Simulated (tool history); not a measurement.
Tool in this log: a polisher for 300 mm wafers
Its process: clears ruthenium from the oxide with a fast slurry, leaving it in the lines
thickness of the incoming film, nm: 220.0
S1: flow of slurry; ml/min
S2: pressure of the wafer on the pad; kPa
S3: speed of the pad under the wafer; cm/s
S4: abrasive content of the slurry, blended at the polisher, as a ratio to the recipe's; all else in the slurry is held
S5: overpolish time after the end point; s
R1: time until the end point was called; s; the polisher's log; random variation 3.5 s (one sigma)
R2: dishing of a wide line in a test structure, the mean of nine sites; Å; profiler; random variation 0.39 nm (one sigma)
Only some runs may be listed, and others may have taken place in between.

run	hour	S1	S2	S3	S4	S5	R1	R2
1	0	125	19.3	102	1	13	65.886	342.68
2	8.8	125	17.9	98	1	14	72.397	347.73
3	17.2	125	17.2	92	1	14	82.86	316.67
4	19.3	125	14.5	92	1	14	98.077	269
5	23	125	13.8	90	1	15	100.14	265.6
6	26.6	125	13.1	86	1	16	114.08	263.54
7	35.4	125	12.4	84	1	16	124.41	240.58
8	41.8	125	11.7	84	1	17	129.16	240.6
9	45.6	125	11.7	82	1	18	132.14	252.43

Expected results for the next run?
10	48.2	120	10.3	78	1	20	?	?

For run 10 the tool returned R1 149.72 s, R2 236.59 Å.
